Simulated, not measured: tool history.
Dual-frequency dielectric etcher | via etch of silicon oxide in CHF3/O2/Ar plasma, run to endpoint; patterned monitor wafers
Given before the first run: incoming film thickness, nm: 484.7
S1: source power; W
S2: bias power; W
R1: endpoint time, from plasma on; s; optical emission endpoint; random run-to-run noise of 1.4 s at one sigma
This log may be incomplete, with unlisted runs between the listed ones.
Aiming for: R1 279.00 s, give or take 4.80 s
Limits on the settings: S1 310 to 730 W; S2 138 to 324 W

{"run": 1, "hour": 0.0, "S1": 520, "S2": 231, "R1": 228.91}
{"run": 2, "hour": 0.9, "S1": 600, "S2": 231, "R1": 215.84}
{"run": 3, "hour": 9.9, "S1": 600, "S2": 195, "R1": 232.07}
{"run": 4, "hour": 12.6, "S1": 650, "S2": 195, "R1": 223.74}
{"run": 5, "hour": 13.6, "S1": 600, "S2": 192, "R1": 232.71}
{"run": 6, "hour": 19.0, "S1": 560, "S2": 189, "R1": 240.04}
{"run": 7, "hour": 24.2, "S1": 520, "S2": 186, "R1": 243.75}
{"run": 8, "hour": 31.7, "S1": 490, "S2": 180, "R1": 253.1}

Below are 5 possible settings for the next run. Only one of them brings all results inside the allowed miss of their targets. Which is it?
{"run": "A", "hour": 39.2, "S1": 420, "S2": 138, "R1": "?"}
{"run": "B", "hour": 39.2, "S1": 410, "S2": 142, "R1": "?"}
{"run": "C", "hour": 39.2, "S1": 400, "S2": 164, "R1": "?"}
{"run": "D", "hour": 39.2, "S1": 390, "S2": 146, "R1": "?"}
{"run": "E", "hour": 39.2, "S1": 490, "S2": 229, "R1": "?"}

move=A R1=287.43
move=B R1=287.22
move=C R1=276.87
move=D R1=289.48
move=E R1=232.28
A: moves the result that the last run missed by most past its target, out the other side
B: moves the result that the last run missed by most past its target, out the other side
C: every result within its allowed miss
D: moves the result that the last run missed by most past its target, out the other side
E: misses by more than the last run did
C meets every target.
